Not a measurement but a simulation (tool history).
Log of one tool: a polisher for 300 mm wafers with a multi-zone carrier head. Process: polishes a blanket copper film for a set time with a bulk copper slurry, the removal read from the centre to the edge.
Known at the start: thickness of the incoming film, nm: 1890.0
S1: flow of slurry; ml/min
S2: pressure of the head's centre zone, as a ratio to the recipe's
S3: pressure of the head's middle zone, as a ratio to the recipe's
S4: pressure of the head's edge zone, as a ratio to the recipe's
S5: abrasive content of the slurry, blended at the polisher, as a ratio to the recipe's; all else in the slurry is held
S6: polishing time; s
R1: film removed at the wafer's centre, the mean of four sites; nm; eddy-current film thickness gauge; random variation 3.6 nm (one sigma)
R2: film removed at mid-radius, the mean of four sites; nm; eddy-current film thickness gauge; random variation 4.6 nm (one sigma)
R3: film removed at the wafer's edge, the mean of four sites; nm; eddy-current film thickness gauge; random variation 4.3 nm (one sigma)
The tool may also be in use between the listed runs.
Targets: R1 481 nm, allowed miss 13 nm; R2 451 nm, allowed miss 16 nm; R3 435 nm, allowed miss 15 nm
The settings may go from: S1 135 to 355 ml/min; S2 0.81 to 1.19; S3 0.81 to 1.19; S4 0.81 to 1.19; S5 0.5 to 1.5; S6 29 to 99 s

run    day   S1    S2    S3    S4    S5  S6      R1      R2      R3
  1      0  225     1     1     1     1  64  540.78  544.92  539.86
  2  0.038  225  1.03     1     1     1  64  556.16  547.09  543.99
  3  0.121  250  1.03     1     1     1  64  576.48  556.45  537.15
  4  0.329  255  1.02  0.99  0.98   0.9  64  553.27  536.86  531.76
  5  0.471  255  0.94  0.99  0.98   0.9  64  501.58  545.27  534.52
  6  0.717  255  0.96  0.99  0.96  0.85  63  508.27  518.72  511.77
  7  0.983  190  0.95  0.97  0.86  0.65  62  425.74  443.88  424.98
  8  1.208  200  0.96  0.97  0.86  0.65  62  436.97  454.32  423.42
  9  1.425  205  0.97  0.96  0.86  0.65  62  442.14  443.11  427.18
 10  1.592  215  0.98  0.96  0.86  0.65  62  451.51  451.04  434.35
 11  1.729  220  0.99  0.96  0.85  0.65  62  461.97  444.95  427.98
 12  2.083  225  0.99  0.96  0.85  0.65  62  461.82  454.35  431.98
 13    2.2  230  0.99  0.96  0.85  0.65  62  460.63  450.13  433.91

5 next moves are on the table. One of them brings every result within its allowed miss. Which?
  A  2.317  170  1.02  0.91  0.81  0.65  67   ?   ?   ?
  B  2.317  270  1.05  0.81  0.94  0.75  60   ?   ?   ?
  C  2.317  230  1.03  0.85  0.88  0.75  64   ?   ?   ?
  D  2.317  275  0.91  0.81  0.95  0.65  63   ?   ?   ?
  E  2.317  230     1  1.04   0.9  0.65  65   ?   ?   ?

move      R1      R2      R3
   A  485.73  455.83  433.19
   B  506.75  424.48   458.7
   C  518.88  458.13   467.2
   D   443.2  426.64  462.78
   E  489.37   510.4  456.64
A: meets every target
B: takes the result that was furthest off past its target
C: takes the result that was furthest off past its target
D: further off than the last run
E: brings the result that was furthest off to its target, and leaves another outside
Answer: A

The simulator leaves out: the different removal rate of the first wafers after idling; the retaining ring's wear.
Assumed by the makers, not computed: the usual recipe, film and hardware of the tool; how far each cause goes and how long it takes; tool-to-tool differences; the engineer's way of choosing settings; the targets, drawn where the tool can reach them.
